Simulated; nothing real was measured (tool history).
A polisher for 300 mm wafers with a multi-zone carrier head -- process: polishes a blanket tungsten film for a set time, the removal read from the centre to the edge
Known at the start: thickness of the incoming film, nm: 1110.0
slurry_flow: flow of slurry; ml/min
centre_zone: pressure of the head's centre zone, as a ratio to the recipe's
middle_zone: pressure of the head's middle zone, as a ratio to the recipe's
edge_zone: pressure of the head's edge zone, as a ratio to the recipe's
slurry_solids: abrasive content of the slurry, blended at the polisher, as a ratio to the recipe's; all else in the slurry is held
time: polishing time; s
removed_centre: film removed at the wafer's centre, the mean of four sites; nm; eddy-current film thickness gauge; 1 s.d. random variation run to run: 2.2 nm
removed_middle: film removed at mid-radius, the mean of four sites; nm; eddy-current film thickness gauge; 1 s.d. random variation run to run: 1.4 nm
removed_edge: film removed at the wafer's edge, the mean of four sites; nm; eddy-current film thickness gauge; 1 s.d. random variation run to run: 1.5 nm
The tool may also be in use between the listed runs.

run 1 hour=0 | slurry_flow=275 centre_zone=1 middle_zone=1 edge_zone=1 slurry_solids=1 time=78 | removed_centre=307.68 removed_middle=313.16 removed_edge=308.91
run 2 hour=0.8 | slurry_flow=260 centre_zone=0.96 middle_zone=0.96 edge_zone=0.98 slurry_solids=0.85 time=74 | removed_centre=262.29 removed_middle=269.38 removed_edge=273.91
run 3 hour=1.4 | slurry_flow=320 centre_zone=0.96 middle_zone=0.96 edge_zone=0.98 slurry_solids=0.85 time=74 | removed_centre=268.2 removed_middle=272.75 removed_edge=279.9
run 4 hour=3.8 | slurry_flow=320 centre_zone=0.96 middle_zone=0.9 edge_zone=0.98 slurry_solids=0.85 time=74 | removed_centre=267.49 removed_middle=261.66 removed_edge=279.19
run 5 hour=12.3 | slurry_flow=310 centre_zone=0.93 middle_zone=0.88 edge_zone=0.96 slurry_solids=0.75 time=72 | removed_centre=241.32 removed_middle=237.18 removed_edge=255.83
run 6 hour=14.6 | slurry_flow=295 centre_zone=0.9 middle_zone=0.86 edge_zone=0.95 slurry_solids=0.7 time=72 | removed_centre=228.8 removed_middle=227.53 removed_edge=250.15
run 7 hour=22.4 | slurry_flow=295 centre_zone=0.9 middle_zone=0.86 edge_zone=0.95 slurry_solids=0.7 time=72 | removed_centre=229.61 removed_middle=228.1 removed_edge=247.88
run 8 hour=27.8 | slurry_flow=225 centre_zone=0.81 middle_zone=0.81 edge_zone=0.91 slurry_solids=0.5 time=68 | removed_centre=161.25 removed_middle=179.01 removed_edge=200.45
run 9 hour=35.1 | slurry_flow=250 centre_zone=0.82 middle_zone=0.81 edge_zone=0.92 slurry_solids=0.5 time=68 | removed_centre=170.54 removed_middle=180.8 removed_edge=203.44
run 10 hour=43.3 | slurry_flow=265 centre_zone=0.82 middle_zone=0.82 edge_zone=0.94 slurry_solids=0.5 time=68 | removed_centre=169.41 removed_middle=184.29 removed_edge=203.87
run 11 hour=45.7 | slurry_flow=275 centre_zone=0.83 middle_zone=0.82 edge_zone=0.96 slurry_solids=0.5 time=68 | removed_centre=176.59 removed_middle=182.46 removed_edge=209.11
run 12 hour=48.7 | slurry_flow=285 centre_zone=0.83 middle_zone=0.83 edge_zone=0.97 slurry_solids=0.5 time=68 | removed_centre=173.2 removed_middle=188.59 removed_edge=212.49
run 13 hour=56.2 | slurry_flow=295 centre_zone=0.84 middle_zone=0.83 edge_zone=0.97 slurry_solids=0.5 time=68 | removed_centre=177.04 removed_middle=188.46 removed_edge=215.9

Run 14 is up next; what results do you expect?
run 14 hour=63.2 | slurry_flow=300 centre_zone=0.84 middle_zone=0.83 edge_zone=0.96 slurry_solids=0.5 time=68 | removed_centre=? removed_middle=? removed_edge=?

removed_centre: 180.45 nm
removed_middle: 184.11 nm
removed_edge: 210.37 nm

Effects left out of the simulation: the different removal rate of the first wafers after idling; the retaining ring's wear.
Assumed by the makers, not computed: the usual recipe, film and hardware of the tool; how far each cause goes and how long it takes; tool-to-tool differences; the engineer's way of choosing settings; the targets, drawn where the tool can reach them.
